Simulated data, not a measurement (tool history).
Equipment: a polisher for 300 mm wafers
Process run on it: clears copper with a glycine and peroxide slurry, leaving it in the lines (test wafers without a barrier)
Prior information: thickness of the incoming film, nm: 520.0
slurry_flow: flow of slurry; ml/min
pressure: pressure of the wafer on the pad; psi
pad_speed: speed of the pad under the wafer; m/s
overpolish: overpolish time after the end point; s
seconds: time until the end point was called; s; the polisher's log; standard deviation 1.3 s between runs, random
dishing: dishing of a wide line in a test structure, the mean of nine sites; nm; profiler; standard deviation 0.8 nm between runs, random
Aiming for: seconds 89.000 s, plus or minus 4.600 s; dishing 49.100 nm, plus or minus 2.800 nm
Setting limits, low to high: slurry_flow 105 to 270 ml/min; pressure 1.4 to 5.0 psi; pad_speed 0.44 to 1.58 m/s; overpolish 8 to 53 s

run	hour	slurry_flow	pressure	pad_speed	overpolish	seconds	dishing
1	0.0	175	3.2	1.00	27	81.684	70.104
2	3.2	175	3.1	1.02	22	82.282	64.393
3	11.0	210	3.1	1.02	22	77.577	63.865
4	16.5	180	3.1	1.02	22	79.593	62.306
5	25.0	180	2.9	1.02	20	82.841	57.558
6	29.8	180	2.9	1.02	12	81.215	41.940
7	35.1	180	2.9	1.00	14	83.686	47.238
8	38.1	180	2.9	1.00	15	87.037	47.892
9	44.1	180	2.9	1.00	16	81.813	50.935

Which single option among these 5 for the next run brings every result within its allowed miss of target? Just one does.
A	50.1	165	2.6	1.20	14	?	?
B	50.1	180	2.5	1.04	16	?	?
C	50.1	230	3.8	0.86	14	?	?
D	50.1	170	2.8	1.18	16	?	?
E	50.1	210	3.1	1.10	15	?	?

move	seconds	dishing
A	78.653	48.347
B	88.843	48.880
C	78.555	49.761
D	76.144	53.858
E	73.861	53.179
A: lands further from the targets than the last run did
B: hits every target within its allowed miss
C: lands further from the targets than the last run did
D: lands further from the targets than the last run did
E: lands further from the targets than the last run did
Correct choice: B, which meets every target
